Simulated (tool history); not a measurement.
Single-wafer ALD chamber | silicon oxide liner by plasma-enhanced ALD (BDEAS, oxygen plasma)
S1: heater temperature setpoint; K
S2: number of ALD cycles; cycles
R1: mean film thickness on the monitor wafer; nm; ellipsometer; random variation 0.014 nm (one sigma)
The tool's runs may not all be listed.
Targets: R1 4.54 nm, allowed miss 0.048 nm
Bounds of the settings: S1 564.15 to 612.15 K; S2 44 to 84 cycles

Run 1, hour 0: S1 588.15 K, S2 64 cycles. Result: R1 5.6666 nm.
Run 2, hour 1.3: S1 588.15 K, S2 60 cycles. Result: R1 5.3481 nm.
Run 3, hour 3.8: S1 588.15 K, S2 68 cycles. Result: R1 6.0221 nm.
Run 4, hour 12.8: S1 588.15 K, S2 64 cycles. Result: R1 5.667 nm.
Run 5, hour 19: S1 589.15 K, S2 62 cycles. Result: R1 5.5034 nm.
Run 6, hour 26.7: S1 590.15 K, S2 60 cycles. Result: R1 5.2838 nm.
Run 7, hour 34.6: S1 592.15 K, S2 59 cycles. Result: R1 5.2043 nm.
At hour 35.5: thermocouple changed; heater temperature recalibrated.
Run 8, hour 35.5: S1 594.15 K, S2 58 cycles. Result: R1 5.0951 nm.

Which of these 5 next moves meets every target?
Run A, hour 36.4: S1 602.15 K, S2 50 cycles. Result: R1 ?.
Run B, hour 36.4: S1 590.15 K, S2 50 cycles. Result: R1 ?.
Run C, hour 36.4: S1 593.15 K, S2 47 cycles. Result: R1 ?.
Run D, hour 36.4: S1 587.15 K, S2 51 cycles. Result: R1 ?.
Run E, hour 36.4: S1 595.15 K, S2 53 cycles. Result: R1 ?.

move      R1
   A   4.369
   B  4.4564
   C  4.1684
   D  4.5677
   E  4.6852
A: takes the result that was furthest off past its target
B: takes the result that was furthest off past its target
C: takes the result that was furthest off past its target
D: meets every target
E: nearer than the last run, and not there yet
Move D is the one to make.

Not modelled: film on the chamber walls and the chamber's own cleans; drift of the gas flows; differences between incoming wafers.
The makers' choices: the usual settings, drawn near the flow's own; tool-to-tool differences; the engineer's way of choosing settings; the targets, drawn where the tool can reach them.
